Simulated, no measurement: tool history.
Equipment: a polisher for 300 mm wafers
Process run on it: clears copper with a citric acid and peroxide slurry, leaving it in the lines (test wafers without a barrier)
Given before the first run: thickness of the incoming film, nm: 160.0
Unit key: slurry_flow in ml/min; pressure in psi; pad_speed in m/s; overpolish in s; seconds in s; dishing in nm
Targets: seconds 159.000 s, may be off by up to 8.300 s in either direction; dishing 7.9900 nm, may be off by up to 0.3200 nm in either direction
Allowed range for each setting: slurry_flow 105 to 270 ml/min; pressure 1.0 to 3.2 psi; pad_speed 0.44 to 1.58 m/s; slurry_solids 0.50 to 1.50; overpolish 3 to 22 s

run  hour  slurry_flow  pressure  pad_speed  slurry_solids  overpolish  seconds  dishing
  1   0.0          175       2.1       1.00           1.00          11   96.597  14.2930
  2   5.2          175       1.9       1.00           1.00          11  107.800  12.9100
  3  10.4          175       1.9       1.14           1.00          11   93.215  14.6920
  4  15.1          175       1.9       1.14           1.10          11   89.893  14.9310
  5  24.1          175       2.2       1.14           1.10          11   79.137  17.6980
  6  29.5          175       2.2       1.14           1.10           9   76.979  14.0870
  7  32.1          170       2.0       1.12           1.10           9   87.648  12.9270
  8  39.5          165       1.8       1.10           1.10           9   98.047  11.3260
  9  43.5          165       1.6       1.08           1.10           9  111.500  10.0640
 10  49.1          160       1.5       1.08           1.10           9  120.320   9.5124
 11  53.6          130       1.0       1.08           1.10          10  177.330   7.1781
 12  55.8          135       1.0       1.08           1.10          10  176.560   7.1175
 13  59.1          140       1.0       1.08           1.10          10  173.280   7.2928
 14  62.6          145       1.0       1.08           1.10          10  171.420   7.2441
 15  68.0          150       1.0       1.08           1.10          10  170.110   7.3150

Which of these 5 next moves meets every target?
  A  73.4          160       1.0       1.18           1.05           9        ?        ?
  B  73.4          170       1.0       0.86           1.35          10        ?        ?
  C  73.4          125       1.1       1.02           1.00          10        ?        ?
  D  73.4          150       1.1       1.02           1.30          10        ?        ?
  E  73.4          160       1.0       1.20           1.15           9        ?        ?

move  seconds  dishing
   A  159.960   7.2914
   B  200.650   6.4881
   C  178.190   7.2858
   D  162.250   7.9754
   E  154.070   7.5600
A: about as far from the targets as the last run
B: the biggest miss grows against the last run
C: the biggest miss grows against the last run
D: every result lands within tolerance
E: closer than the last run, but not yet in spec
Go with D: it meets all targets.

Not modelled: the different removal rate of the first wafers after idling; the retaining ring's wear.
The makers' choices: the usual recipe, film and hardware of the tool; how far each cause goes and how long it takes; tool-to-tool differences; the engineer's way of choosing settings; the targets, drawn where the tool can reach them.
